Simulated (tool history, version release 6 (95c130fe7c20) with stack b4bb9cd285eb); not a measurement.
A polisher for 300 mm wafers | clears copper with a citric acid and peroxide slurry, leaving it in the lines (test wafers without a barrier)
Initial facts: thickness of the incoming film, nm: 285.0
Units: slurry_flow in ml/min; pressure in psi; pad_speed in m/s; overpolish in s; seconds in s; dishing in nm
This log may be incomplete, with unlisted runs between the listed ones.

run 1 day=0.000 | slurry_flow=150 pressure=4.0 pad_speed=0.96 slurry_solids=1.0 overpolish=18 | seconds=132.06 dishing=25.7240
run 2 day=0.225 | slurry_flow=155 pressure=3.6 pad_speed=0.92 slurry_solids=1.0 overpolish=14 | seconds=155.68 dishing=18.3370
run 3 day=0.429 | slurry_flow=155 pressure=3.1 pad_speed=0.92 slurry_solids=1.0 overpolish=14 | seconds=174.32 dishing=16.1600
run 4 day=0.458 | slurry_flow=180 pressure=3.1 pad_speed=0.92 slurry_solids=1.0 overpolish=14 | seconds=172.06 dishing=17.0510
run 5 day=0.596 | slurry_flow=180 pressure=3.1 pad_speed=0.92 slurry_solids=1.0 overpolish=11 | seconds=173.41 dishing=13.4820
run 6 day=0.746 | slurry_flow=180 pressure=2.9 pad_speed=0.92 slurry_solids=1.0 overpolish=9 | seconds=184.91 dishing=10.4120
run 7 day=0.821 | slurry_flow=180 pressure=2.8 pad_speed=0.92 slurry_solids=1.0 overpolish=9 | seconds=189.33 dishing=10.3540
run 8 day=0.904 | slurry_flow=175 pressure=2.6 pad_speed=0.92 slurry_solids=1.0 overpolish=6 | seconds=203.70 dishing=6.5499

What does the tool deliver on the next run?
run 9 day=1.071 | slurry_flow=190 pressure=2.6 pad_speed=0.92 slurry_solids=1.0 overpolish=6 | seconds=? dishing=?

{"run 9": {"seconds": 204.16, "dishing": 6.4296}}

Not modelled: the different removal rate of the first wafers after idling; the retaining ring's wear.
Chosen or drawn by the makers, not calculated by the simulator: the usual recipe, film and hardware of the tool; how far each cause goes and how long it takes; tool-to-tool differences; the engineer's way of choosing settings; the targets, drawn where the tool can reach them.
